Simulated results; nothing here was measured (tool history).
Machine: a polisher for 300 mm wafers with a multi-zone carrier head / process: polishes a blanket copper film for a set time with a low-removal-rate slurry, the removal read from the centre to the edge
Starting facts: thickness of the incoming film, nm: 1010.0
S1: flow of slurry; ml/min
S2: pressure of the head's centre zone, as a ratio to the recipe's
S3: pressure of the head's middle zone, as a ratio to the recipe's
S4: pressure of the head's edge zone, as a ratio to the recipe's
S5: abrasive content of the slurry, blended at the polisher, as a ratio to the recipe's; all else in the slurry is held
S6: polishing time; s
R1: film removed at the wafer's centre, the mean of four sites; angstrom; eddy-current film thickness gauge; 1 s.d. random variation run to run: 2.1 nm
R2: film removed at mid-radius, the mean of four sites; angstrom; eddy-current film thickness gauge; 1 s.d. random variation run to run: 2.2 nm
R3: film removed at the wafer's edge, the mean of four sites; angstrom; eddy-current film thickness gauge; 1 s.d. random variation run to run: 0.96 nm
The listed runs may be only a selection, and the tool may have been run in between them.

run  hour   S1    S2    S3    S4    S5  S6      R1      R2      R3
  1   0.0  150  1.00  1.00  1.00  1.00  84  1686.0  1706.1  1717.5
  2   9.0  150  0.96  1.00  1.00  1.00  84  1572.6  1697.7  1710.0
  3  14.7  145  0.95  1.04  0.95  1.00  84  1616.8  1737.4  1668.5
  4  19.9  145  0.95  1.04  0.95  1.00  65  1230.6  1340.9  1282.8
  5  25.4  165  0.94  1.09  0.96  1.10  66  1294.7  1444.4  1351.4
  6  25.9  165  0.89  1.09  0.96  1.10  66  1225.4  1430.0  1349.8
  7  29.1  165  0.87  1.12  0.91  1.20  70  1314.7  1620.9  1421.5
  8  34.9  170  0.88  1.14  0.91  1.25  70  1289.2  1668.6  1438.5
  9  36.4  175  0.91  1.15  0.90  1.30  71  1418.2  1731.9  1482.3

Forecast run 10:
 10  36.9  180  0.91  1.16  0.90  1.35  71   ?   ?   ?

{"run 10": {"R1": 1429.4, "R2": 1780.4, "R3": 1489.7}}
